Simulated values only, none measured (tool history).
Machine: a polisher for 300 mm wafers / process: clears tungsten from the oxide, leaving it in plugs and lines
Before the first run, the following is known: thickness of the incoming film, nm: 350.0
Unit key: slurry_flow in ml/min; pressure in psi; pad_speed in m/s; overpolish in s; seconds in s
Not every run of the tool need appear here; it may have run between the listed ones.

| run | hour | slurry_flow | pressure | pad_speed | slurry_solids | overpolish | seconds |
|---|---|---|---|---|---|---|---|
| 1 | 0.0 | 195 | 3.2 | 1.28 | 1.00 | 13 | 49.697 |
| 2 | 1.5 | 195 | 3.2 | 1.28 | 0.85 | 13 | 50.424 |
| 3 | 4.0 | 175 | 3.2 | 1.28 | 0.85 | 13 | 51.293 |
| 4 | 4.7 | 175 | 2.4 | 1.28 | 0.85 | 13 | 68.034 |
| 5 | 11.7 | 175 | 1.8 | 1.28 | 0.85 | 13 | 89.487 |
| 6 | 12.2 | 150 | 1.8 | 1.28 | 0.85 | 13 | 94.202 |
| 7 | 18.2 | 190 | 2.6 | 1.30 | 0.85 | 13 | 61.543 |
| 8 | 20.6 | 220 | 3.1 | 1.30 | 0.85 | 13 | 51.335 |
| 9 | 24.4 | 220 | 3.6 | 1.30 | 0.85 | 13 | 44.906 |

What will run 10 give?
| 10 | 31.6 | 220 | 4.1 | 1.32 | 0.85 | 13 | ? |

{"run 10": {"seconds": 37.865}}

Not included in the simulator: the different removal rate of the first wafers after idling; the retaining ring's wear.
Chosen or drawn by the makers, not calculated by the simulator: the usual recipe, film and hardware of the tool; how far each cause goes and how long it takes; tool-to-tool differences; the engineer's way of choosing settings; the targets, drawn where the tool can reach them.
